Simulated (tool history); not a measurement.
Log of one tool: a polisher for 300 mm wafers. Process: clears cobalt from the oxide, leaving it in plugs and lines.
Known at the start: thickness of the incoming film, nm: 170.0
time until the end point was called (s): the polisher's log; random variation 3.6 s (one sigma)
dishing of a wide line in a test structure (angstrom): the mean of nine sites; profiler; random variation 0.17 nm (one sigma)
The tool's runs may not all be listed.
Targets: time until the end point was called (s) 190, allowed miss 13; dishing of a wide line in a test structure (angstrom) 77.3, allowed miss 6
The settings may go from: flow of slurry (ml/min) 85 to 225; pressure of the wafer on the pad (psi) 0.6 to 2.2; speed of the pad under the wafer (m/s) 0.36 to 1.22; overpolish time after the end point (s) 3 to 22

run	day	flow of slurry (ml/min)	pressure of the wafer on the pad (psi)	speed of the pad under the wafer (m/s)	overpolish time after the end point (s)	time until the end point was called (s)	dishing of a wide line in a test structure (angstrom)
1	0	145	1.4	0.78	11	86.833	130.33
2	0.321	145	1.1	0.78	11	104.03	118.85
3	0.417	145	1	0.72	10	118.71	106.06
4	0.771	135	1	0.72	10	122.85	99.28
5	1.112	130	0.9	0.7	10	139.89	94.404
6	1.271	125	0.8	0.7	10	155.53	89.981
7	1.517	120	0.8	0.7	10	153.4	88.827
8	1.854	115	0.8	0.7	10	155.4	89.22
9	2.188	110	0.7	0.68	10	174.46	80.594

Which of these 5 next moves meets every target?
A	2.521	120	0.7	0.72	9	?	?
B	2.521	125	0.6	0.7	13	?	?
C	2.521	110	0.9	0.62	11	?	?
D	2.521	100	0.6	0.7	10	?	?
E	2.521	155	0.6	0.56	12	?	?

move	time until the end point was called (s)	dishing of a wide line in a test structure (angstrom)
A	166.44	79.327
B	190.2	94.563
C	162.25	93.739
D	190.2	76.037
E	228.84	78.158
A: further off than the last run
B: brings the result that was furthest off to its target, and leaves another outside
C: further off than the last run
D: meets every target
E: takes the result that was furthest off past its target
The right move is D.
